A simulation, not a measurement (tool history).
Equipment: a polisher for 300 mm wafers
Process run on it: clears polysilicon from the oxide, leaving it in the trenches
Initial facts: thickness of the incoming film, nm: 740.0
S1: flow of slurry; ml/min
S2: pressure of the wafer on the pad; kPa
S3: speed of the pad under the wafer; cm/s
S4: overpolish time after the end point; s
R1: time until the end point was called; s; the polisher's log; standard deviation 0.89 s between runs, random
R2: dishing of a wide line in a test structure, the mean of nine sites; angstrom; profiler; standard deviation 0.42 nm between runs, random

run,hour,S1,S2,S3,S4,R1,R2
1,0,135,22.8,104,12,47.9,280.56
2,1.5,130,20,102,10,55.25,283.84
3,2.9,140,17.9,98,13,62.978,282.03
4,8.8,150,16.5,96,15,68.332,279.34
5,12.3,160,15.2,94,17,76.339,270.56
6,12.9,170,14.5,94,18,78.075,282.02
7,17.8,150,13.8,94,19,83.377,282.26

What does the tool deliver on the next run?
8,21.1,160,13.1,90,16,?,?

{"run 8": {"R1": 89.843, "R2": 265.19}}
